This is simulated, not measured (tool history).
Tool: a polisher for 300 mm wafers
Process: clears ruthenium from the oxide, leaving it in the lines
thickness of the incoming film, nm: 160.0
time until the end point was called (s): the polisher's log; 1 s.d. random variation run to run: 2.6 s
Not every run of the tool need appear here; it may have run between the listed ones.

run,hour,flow of slurry (ml/min),pressure of the wafer on the pad (kPa),speed of the pad under the wafer (m/s),overpolish time after the end point (s),time until the end point was called (s)
1,0.0,310,15.9,1.10,38,104.81
2,3.7,340,15.9,1.10,38,105.31
3,8.1,340,15.9,0.88,38,123.49
4,15.8,340,15.9,0.88,41,122.67
5,16.5,270,15.9,0.88,41,128.48
# hour 17.9: slurry nozzle cleaned
6,17.9,270,15.2,0.88,41,129.04
7,19.3,270,14.5,0.88,41,138.93

Forecast run 8:
8,27.9,270,13.8,0.88,41,?

Run 8 measured time until the end point was called (s) 144.18.

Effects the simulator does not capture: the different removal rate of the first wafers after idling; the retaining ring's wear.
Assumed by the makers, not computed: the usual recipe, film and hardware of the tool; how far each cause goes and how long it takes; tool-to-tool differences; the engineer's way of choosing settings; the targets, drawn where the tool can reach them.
